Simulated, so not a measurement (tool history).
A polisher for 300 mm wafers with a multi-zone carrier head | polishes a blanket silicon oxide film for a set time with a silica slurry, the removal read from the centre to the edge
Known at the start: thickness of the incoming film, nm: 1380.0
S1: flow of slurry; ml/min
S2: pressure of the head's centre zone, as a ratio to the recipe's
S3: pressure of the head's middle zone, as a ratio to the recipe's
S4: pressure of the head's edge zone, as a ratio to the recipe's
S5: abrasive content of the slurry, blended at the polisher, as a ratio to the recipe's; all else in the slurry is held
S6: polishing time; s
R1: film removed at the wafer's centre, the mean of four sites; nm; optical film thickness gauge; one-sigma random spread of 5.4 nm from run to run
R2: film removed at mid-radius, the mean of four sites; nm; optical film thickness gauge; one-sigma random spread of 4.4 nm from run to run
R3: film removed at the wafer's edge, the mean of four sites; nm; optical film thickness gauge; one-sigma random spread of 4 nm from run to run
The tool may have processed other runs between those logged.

run  hour   S1    S2    S3    S4    S5  S6      R1      R2      R3
  1   0.0  250  1.00  1.00  1.00  1.00  80  268.61  279.90  285.09
  2   2.4  250  1.00  0.93  1.00  1.00  80  263.08  261.28  283.78
  3   3.3  250  1.00  0.98  1.00  1.00  80  273.44  267.15  281.47
  4   6.8  255  1.00  0.99  1.01  1.05  81  277.30  285.69  295.21
  5  10.9  255  1.01  1.00  1.02  1.10  82  290.33  297.77  308.27
  6  18.6  260  1.02  1.01  1.03  1.15  83  298.90  310.40  315.53
  7  22.6  260  1.08  1.00  1.09  1.40  97  413.91  381.13  407.33
  8  26.1  265  1.08  1.01  1.09  1.40  97  399.38  386.47  413.72

What will run 9 give?
  9  29.3  265  1.08  1.02  1.09  1.40  97   ?   ?   ?

R1: 401.42 nm
R2: 390.56 nm
R3: 417.26 nm

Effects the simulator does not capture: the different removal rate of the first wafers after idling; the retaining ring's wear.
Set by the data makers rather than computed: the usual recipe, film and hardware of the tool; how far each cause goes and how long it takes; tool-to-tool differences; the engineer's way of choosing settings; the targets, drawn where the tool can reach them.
